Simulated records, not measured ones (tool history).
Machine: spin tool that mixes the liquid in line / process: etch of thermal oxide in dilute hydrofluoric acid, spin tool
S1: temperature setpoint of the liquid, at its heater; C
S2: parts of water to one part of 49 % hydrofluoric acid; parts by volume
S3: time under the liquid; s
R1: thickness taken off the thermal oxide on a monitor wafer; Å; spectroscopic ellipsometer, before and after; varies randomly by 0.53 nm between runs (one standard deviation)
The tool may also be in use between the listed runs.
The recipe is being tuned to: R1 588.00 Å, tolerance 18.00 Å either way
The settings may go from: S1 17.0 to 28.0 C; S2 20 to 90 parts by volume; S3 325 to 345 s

Run 1, day 0.000: S1 20.0 C, S2 50 parts by volume, S3 325 s. Result: R1 256.07 Å.
Run 2, day 0.283: S1 17.5 C, S2 50 parts by volume, S3 325 s. Result: R1 229.65 Å.
Run 3, day 0.579: S1 20.5 C, S2 45 parts by volume, S3 325 s. Result: R1 292.84 Å.
Run 4, day 0.846: S1 20.5 C, S2 35 parts by volume, S3 325 s. Result: R1 387.35 Å.
Run 5, day 0.950: S1 22.5 C, S2 35 parts by volume, S3 325 s. Result: R1 419.45 Å.
Run 6, day 1.092: S1 22.5 C, S2 35 parts by volume, S3 345 s. Result: R1 442.93 Å.
Run 7, day 1.138: S1 24.0 C, S2 35 parts by volume, S3 345 s. Result: R1 470.12 Å.
Run 8, day 1.321: S1 25.0 C, S2 35 parts by volume, S3 345 s. Result: R1 491.65 Å.
Run 9, day 1.546: S1 26.0 C, S2 35 parts by volume, S3 345 s. Result: R1 515.12 Å.
Run 10, day 1.600: S1 26.5 C, S2 35 parts by volume, S3 345 s. Result: R1 531.69 Å.
Run 11, day 1.892: S1 27.0 C, S2 35 parts by volume, S3 345 s. Result: R1 536.73 Å.
Run 12, day 2.038: S1 27.5 C, S2 35 parts by volume, S3 345 s. Result: R1 543.04 Å.
Run 13, day 2.279: S1 28.0 C, S2 35 parts by volume, S3 345 s. Result: R1 561.77 Å.
Run 14, day 2.312: S1 28.0 C, S2 35 parts by volume, S3 345 s. Result: R1 562.07 Å.
Run 15, day 2.675: S1 28.0 C, S2 30 parts by volume, S3 345 s. Result: R1 653.36 Å.
Run 16, day 2.825: S1 27.5 C, S2 30 parts by volume, S3 345 s. Result: R1 637.76 Å.
Run 17, day 3.129: S1 27.0 C, S2 30 parts by volume, S3 345 s. Result: R1 626.28 Å.
Run 18, day 3.267: S1 26.5 C, S2 30 parts by volume, S3 345 s. Result: R1 618.70 Å.

Pick the move, out of 4, that brings all results within their allowed miss; only one does.
Run A, day 3.404: S1 27.5 C, S2 35 parts by volume, S3 345 s. Result: R1 ?.
Run B, day 3.404: S1 25.0 C, S2 30 parts by volume, S3 330 s. Result: R1 ?.
Run C, day 3.404: S1 25.5 C, S2 30 parts by volume, S3 325 s. Result: R1 ?.
Run D, day 3.404: S1 26.5 C, S2 30 parts by volume, S3 325 s. Result: R1 ?.

move      R1
   A  545.26
   B  553.06
   C  556.09
   D  579.49
A: carries the result that was furthest off beyond its target, to the other side
B: carries the result that was furthest off beyond its target, to the other side
C: carries the result that was furthest off beyond its target, to the other side
D: every result within its allowed miss
Go with D: it meets all targets.

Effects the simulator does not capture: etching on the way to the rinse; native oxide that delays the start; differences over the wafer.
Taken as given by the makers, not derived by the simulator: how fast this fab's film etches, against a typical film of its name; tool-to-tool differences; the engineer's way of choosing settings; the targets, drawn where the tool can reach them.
